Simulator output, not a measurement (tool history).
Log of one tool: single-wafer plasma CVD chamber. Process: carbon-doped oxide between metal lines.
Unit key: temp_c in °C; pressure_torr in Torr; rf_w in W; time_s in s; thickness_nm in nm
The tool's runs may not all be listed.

{"run": 1, "hour": 0.0, "temp_c": 360, "pressure_torr": 6.6, "rf_w": 495, "time_s": 14.5, "thickness_nm": 68.809}
{"run": 2, "hour": 2.4, "temp_c": 366, "pressure_torr": 6.6, "rf_w": 495, "time_s": 14.5, "thickness_nm": 67.53}
{"run": 3, "hour": 5.6, "temp_c": 366, "pressure_torr": 6.6, "rf_w": 550, "time_s": 14.5, "thickness_nm": 71.761}
{"run": 4, "hour": 7.0, "temp_c": 366, "pressure_torr": 6.03, "rf_w": 550, "time_s": 14.5, "thickness_nm": 71.134}
{"run": 5, "hour": 12.5, "temp_c": 366, "pressure_torr": 6.74, "rf_w": 550, "time_s": 14.5, "thickness_nm": 71.865}
{"run": 6, "hour": 19.7, "temp_c": 366, "pressure_torr": 6.74, "rf_w": 550, "time_s": 14.5, "thickness_nm": 71.731}
{"run": 7, "hour": 27.3, "temp_c": 369, "pressure_torr": 6.52, "rf_w": 470, "time_s": 13.9, "thickness_nm": 62.072}
{"run": 8, "hour": 34.0, "temp_c": 369, "pressure_torr": 6.49, "rf_w": 470, "time_s": 13.9, "thickness_nm": 61.948}
{"run": 9, "hour": 41.2, "temp_c": 369, "pressure_torr": 6.47, "rf_w": 470, "time_s": 13.9, "thickness_nm": 61.877}
{"run": 10, "hour": 48.0, "temp_c": 369, "pressure_torr": 6.44, "rf_w": 470, "time_s": 13.9, "thickness_nm": 62.055}
{"run": 11, "hour": 52.3, "temp_c": 369, "pressure_torr": 6.41, "rf_w": 470, "time_s": 13.9, "thickness_nm": 61.782}
{"run": 12, "hour": 54.8, "temp_c": 369, "pressure_torr": 6.38, "rf_w": 470, "time_s": 13.9, "thickness_nm": 61.631}
{"run": 13, "hour": 63.4, "temp_c": 369, "pressure_torr": 6.35, "rf_w": 470, "time_s": 13.9, "thickness_nm": 61.609}

For run 14, what comes out?
{"run": 14, "hour": 67.4, "temp_c": 369, "pressure_torr": 6.32, "rf_w": 470, "time_s": 13.9, "thickness_nm": "?"}

thickness_nm: 61.698 nm
